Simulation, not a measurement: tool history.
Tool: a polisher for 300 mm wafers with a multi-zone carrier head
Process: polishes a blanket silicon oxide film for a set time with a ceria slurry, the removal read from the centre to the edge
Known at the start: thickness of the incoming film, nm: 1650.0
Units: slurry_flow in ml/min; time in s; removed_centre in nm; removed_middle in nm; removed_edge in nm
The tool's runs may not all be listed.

Run 1, hour 0: slurry_flow 200 ml/min, centre_zone 1, middle_zone 1, edge_zone 1, time 87 s. Result: removed_centre 482.24 nm, removed_middle 492.78 nm, removed_edge 511.5 nm.
Run 2, hour 5.7: slurry_flow 200 ml/min, centre_zone 1, middle_zone 0.96, edge_zone 1, time 87 s. Result: removed_centre 490.02 nm, removed_middle 482.09 nm, removed_edge 502.28 nm.
Run 3, hour 8.5: slurry_flow 175 ml/min, centre_zone 1, middle_zone 0.96, edge_zone 1, time 87 s. Result: removed_centre 476.11 nm, removed_middle 461.09 nm, removed_edge 505.5 nm.
Run 4, hour 16: slurry_flow 185 ml/min, centre_zone 0.98, middle_zone 0.97, edge_zone 0.97, time 85 s. Result: removed_centre 452.21 nm, removed_middle 460.6 nm, removed_edge 475.53 nm.
Run 5, hour 18.6: slurry_flow 210 ml/min, centre_zone 0.98, middle_zone 0.97, edge_zone 0.97, time 85 s. Result: removed_centre 470.28 nm, removed_middle 470.14 nm, removed_edge 499.29 nm.
Run 6, hour 25.4: slurry_flow 195 ml/min, centre_zone 0.98, middle_zone 1, edge_zone 0.94, time 84 s. Result: removed_centre 455.64 nm, removed_middle 476.65 nm, removed_edge 473.71 nm.
Run 7, hour 32.8: slurry_flow 185 ml/min, centre_zone 0.97, middle_zone 1.01, edge_zone 0.92, time 84 s. Result: removed_centre 453.29 nm, removed_middle 474.37 nm, removed_edge 480.76 nm.
Run 8, hour 38.5: slurry_flow 195 ml/min, centre_zone 0.96, middle_zone 1.03, edge_zone 0.9, time 81 s. Result: removed_centre 426.11 nm, removed_middle 470.57 nm, removed_edge 455.21 nm.
Run 9, hour 42.1: slurry_flow 190 ml/min, centre_zone 0.96, middle_zone 1.04, edge_zone 0.88, time 80 s. Result: removed_centre 415.99 nm, removed_middle 468.28 nm, removed_edge 432.78 nm.
At hour 50.1: edge zone pressure recalibrated.
Run 10, hour 50.1: slurry_flow 185 ml/min, centre_zone 0.95, middle_zone 1.04, edge_zone 0.87, time 80 s. Result: removed_centre 423.43 nm, removed_middle 462.17 nm, removed_edge 418.88 nm.
Run 11, hour 51.2: slurry_flow 180 ml/min, centre_zone 0.93, middle_zone 1.04, edge_zone 0.88, time 80 s. Result: removed_centre 402.52 nm, removed_middle 462.68 nm, removed_edge 421.6 nm.
Run 12, hour 54: slurry_flow 175 ml/min, centre_zone 0.93, middle_zone 1.04, edge_zone 0.88, time 80 s. Result: removed_centre 402.92 nm, removed_middle 459.07 nm, removed_edge 427.2 nm.
Run 13, hour 62.9: slurry_flow 170 ml/min, centre_zone 0.93, middle_zone 1.04, edge_zone 0.87, time 80 s. Result: removed_centre 399.08 nm, removed_middle 455.76 nm, removed_edge 408.66 nm.
Run 14, hour 63.7: slurry_flow 170 ml/min, centre_zone 0.93, middle_zone 1.04, edge_zone 0.88, time 80 s. Result: removed_centre 402.57 nm, removed_middle 463.93 nm, removed_edge 417.66 nm.

Forecast run 15:
Run 15, hour 65.2: slurry_flow 145 ml/min, centre_zone 0.9, middle_zone 1.04, edge_zone 0.88, time 80 s. Result: removed_centre ?, removed_middle ?, removed_edge ?.

removed_centre: 371.96 nm
removed_middle: 439.78 nm
removed_edge: 407.16 nm
